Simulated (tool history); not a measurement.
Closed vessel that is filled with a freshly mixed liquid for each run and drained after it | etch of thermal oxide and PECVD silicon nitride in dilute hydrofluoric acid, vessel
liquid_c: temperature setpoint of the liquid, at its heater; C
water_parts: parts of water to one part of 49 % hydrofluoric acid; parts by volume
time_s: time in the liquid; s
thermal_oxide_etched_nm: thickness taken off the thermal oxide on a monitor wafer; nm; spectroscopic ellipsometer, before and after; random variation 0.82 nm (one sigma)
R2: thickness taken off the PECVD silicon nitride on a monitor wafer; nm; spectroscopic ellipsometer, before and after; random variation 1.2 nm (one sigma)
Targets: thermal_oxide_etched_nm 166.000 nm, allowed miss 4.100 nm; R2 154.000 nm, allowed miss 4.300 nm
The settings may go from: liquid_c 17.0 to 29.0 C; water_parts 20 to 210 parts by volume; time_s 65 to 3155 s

Run 1, hour 0.0: liquid_c 21.0 C, water_parts 115 parts by volume, time_s 1610 s. Result: thermal_oxide_etched_nm 63.393 nm, R2 52.968 nm.
Run 2, hour 8.9: liquid_c 22.5 C, water_parts 100 parts by volume, time_s 1610 s. Result: thermal_oxide_etched_nm 78.845 nm, R2 67.005 nm.
Run 3, hour 11.2: liquid_c 23.5 C, water_parts 90 parts by volume, time_s 1610 s. Result: thermal_oxide_etched_nm 92.669 nm, R2 79.868 nm.
Run 4, hour 13.6: liquid_c 23.5 C, water_parts 90 parts by volume, time_s 2290 s. Result: thermal_oxide_etched_nm 131.780 nm, R2 113.680 nm.
Run 5, hour 15.7: liquid_c 24.0 C, water_parts 90 parts by volume, time_s 2280 s. Result: thermal_oxide_etched_nm 133.720 nm, R2 115.450 nm.
Run 6, hour 22.3: liquid_c 24.5 C, water_parts 90 parts by volume, time_s 2275 s. Result: thermal_oxide_etched_nm 135.130 nm, R2 120.980 nm.
Run 7, hour 30.6: liquid_c 25.0 C, water_parts 85 parts by volume, time_s 2265 s. Result: thermal_oxide_etched_nm 146.910 nm, R2 131.810 nm.
Run 8, hour 39.5: liquid_c 25.5 C, water_parts 85 parts by volume, time_s 2260 s. Result: thermal_oxide_etched_nm 149.440 nm, R2 135.180 nm.
Run 9, hour 43.7: liquid_c 25.5 C, water_parts 85 parts by volume, time_s 2255 s. Result: thermal_oxide_etched_nm 148.060 nm, R2 136.140 nm.
Run 10, hour 49.4: liquid_c 25.5 C, water_parts 85 parts by volume, time_s 2250 s. Result: thermal_oxide_etched_nm 148.000 nm, R2 134.690 nm.
Run 11, hour 53.4: liquid_c 25.5 C, water_parts 85 parts by volume, time_s 2245 s. Result: thermal_oxide_etched_nm 147.530 nm, R2 135.370 nm.
Run 12, hour 62.2: liquid_c 25.5 C, water_parts 85 parts by volume, time_s 2240 s. Result: thermal_oxide_etched_nm 148.620 nm, R2 136.160 nm.
Run 13, hour 68.4: liquid_c 25.5 C, water_parts 85 parts by volume, time_s 2235 s. Result: thermal_oxide_etched_nm 149.620 nm, R2 132.460 nm.
Run 14, hour 76.8: liquid_c 28.0 C, water_parts 80 parts by volume, time_s 2225 s. Result: thermal_oxide_etched_nm 173.290 nm, R2 166.240 nm.
At hour 77.9: hydrofluoric acid flow meter replaced.
Run 15, hour 77.9: liquid_c 27.5 C, water_parts 80 parts by volume, time_s 2220 s. Result: thermal_oxide_etched_nm 158.100 nm, R2 149.740 nm.
Run 16, hour 83.0: liquid_c 27.5 C, water_parts 80 parts by volume, time_s 2215 s. Result: thermal_oxide_etched_nm 157.070 nm, R2 150.280 nm.
Run 17, hour 91.6: liquid_c 27.5 C, water_parts 80 parts by volume, time_s 2210 s. Result: thermal_oxide_etched_nm 157.000 nm, R2 147.330 nm.
Run 18, hour 98.0: liquid_c 27.5 C, water_parts 80 parts by volume, time_s 2205 s. Result: thermal_oxide_etched_nm 156.140 nm, R2 148.660 nm.
Run 19, hour 106.1: liquid_c 27.5 C, water_parts 80 parts by volume, time_s 2200 s. Result: thermal_oxide_etched_nm 155.800 nm, R2 148.630 nm.
Run 20, hour 107.5: liquid_c 27.5 C, water_parts 80 parts by volume, time_s 2195 s. Result: thermal_oxide_etched_nm 155.220 nm, R2 147.690 nm.

5 next moves are on the table. One of them brings every result within its allowed miss. Which?
Run A, hour 108.9: liquid_c 26.5 C, water_parts 105 parts by volume, time_s 2920 s. Result: thermal_oxide_etched_nm ?, R2 ?.
Run B, hour 108.9: liquid_c 28.5 C, water_parts 85 parts by volume, time_s 2185 s. Result: thermal_oxide_etched_nm ?, R2 ?.
Run C, hour 108.9: liquid_c 29.0 C, water_parts 85 parts by volume, time_s 2110 s. Result: thermal_oxide_etched_nm ?, R2 ?.
Run D, hour 108.9: liquid_c 26.5 C, water_parts 60 parts by volume, time_s 1890 s. Result: thermal_oxide_etched_nm ?, R2 ?.
Run E, hour 108.9: liquid_c 26.5 C, water_parts 80 parts by volume, time_s 2460 s. Result: thermal_oxide_etched_nm ?, R2 ?.

move  thermal_oxide_etched_nm       R2
   A                  146.480  142.590
   B                  150.230  149.760
   C                  147.890  149.320
   D                  176.230  160.720
   E                  167.390  157.390
A: further off than the last run
B: further off than the last run
C: further off than the last run
D: takes the result that was furthest off past its target
E: meets every target
Answer: E

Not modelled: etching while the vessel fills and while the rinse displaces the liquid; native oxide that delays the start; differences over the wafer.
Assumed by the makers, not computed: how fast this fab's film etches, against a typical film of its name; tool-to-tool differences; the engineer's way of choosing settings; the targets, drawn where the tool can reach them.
